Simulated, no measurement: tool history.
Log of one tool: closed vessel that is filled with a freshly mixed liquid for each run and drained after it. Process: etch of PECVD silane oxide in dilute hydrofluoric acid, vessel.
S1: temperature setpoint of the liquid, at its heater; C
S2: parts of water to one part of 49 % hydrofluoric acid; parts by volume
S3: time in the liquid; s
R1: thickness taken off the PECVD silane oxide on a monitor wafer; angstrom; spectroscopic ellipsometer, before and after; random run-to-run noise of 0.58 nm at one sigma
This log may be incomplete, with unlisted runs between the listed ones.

run,hour,S1,S2,S3,R1
1,0.0,20.0,125,335,867.44
2,9.0,23.5,125,335,1001.60
3,11.2,23.5,95,335,1368.70
4,12.3,22.0,110,335,1093.20
5,21.0,21.0,120,335,922.81
6,25.0,21.0,120,335,948.82
7,30.0,20.0,130,335,816.42
8,35.7,19.5,135,335,764.65
9,41.5,19.0,140,335,734.17
10,42.9,18.5,145,335,677.52

Forecast run 11:
11,46.0,18.0,145,335,?

For run 11 the tool returned R1 670.09 angstrom.
